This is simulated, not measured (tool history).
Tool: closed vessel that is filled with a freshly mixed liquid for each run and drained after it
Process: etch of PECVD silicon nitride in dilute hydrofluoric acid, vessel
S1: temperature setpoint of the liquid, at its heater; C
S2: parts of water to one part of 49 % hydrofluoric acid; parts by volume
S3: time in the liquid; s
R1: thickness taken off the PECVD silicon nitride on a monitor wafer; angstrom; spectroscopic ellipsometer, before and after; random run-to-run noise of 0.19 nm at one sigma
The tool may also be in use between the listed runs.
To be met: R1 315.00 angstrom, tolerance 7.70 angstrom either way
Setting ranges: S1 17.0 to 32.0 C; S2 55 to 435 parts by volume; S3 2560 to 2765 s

Run 1, day 0.000: S1 24.0 C, S2 245 parts by volume, S3 2560 s. Result: R1 571.07 angstrom.
Run 2, day 0.208: S1 22.5 C, S2 255 parts by volume, S3 2560 s. Result: R1 502.50 angstrom.
Run 3, day 0.454: S1 21.5 C, S2 265 parts by volume, S3 2560 s. Result: R1 452.07 angstrom.
Run 4, day 0.725: S1 20.5 C, S2 270 parts by volume, S3 2560 s. Result: R1 422.21 angstrom.
Run 5, day 0.854: S1 20.0 C, S2 275 parts by volume, S3 2560 s. Result: R1 396.16 angstrom.
Run 6, day 1.208: S1 18.5 C, S2 275 parts by volume, S3 2560 s. Result: R1 367.13 angstrom.
Run 7, day 1.579: S1 18.0 C, S2 280 parts by volume, S3 2560 s. Result: R1 343.27 angstrom.
Run 8, day 1.825: S1 18.0 C, S2 280 parts by volume, S3 2560 s. Result: R1 347.33 angstrom.
Run 9, day 2.100: S1 17.5 C, S2 285 parts by volume, S3 2560 s. Result: R1 326.91 angstrom.

Pick the move, out of 4, that brings all results within their allowed miss; only one does.
Run A, day 2.375: S1 18.5 C, S2 295 parts by volume, S3 2600 s. Result: R1 ?.
Run B, day 2.375: S1 17.5 C, S2 295 parts by volume, S3 2700 s. Result: R1 ?.
Run C, day 2.375: S1 17.5 C, S2 290 parts by volume, S3 2640 s. Result: R1 ?.
Run D, day 2.375: S1 19.5 C, S2 360 parts by volume, S3 2730 s. Result: R1 ?.

move      R1
   A  348.23
   B  338.90
   C  336.81
   D  321.90
A: the biggest miss grows against the last run
B: the biggest miss grows against the last run
C: the biggest miss grows against the last run
D: all results land within tolerance of their targets
The move that meets every target is D.
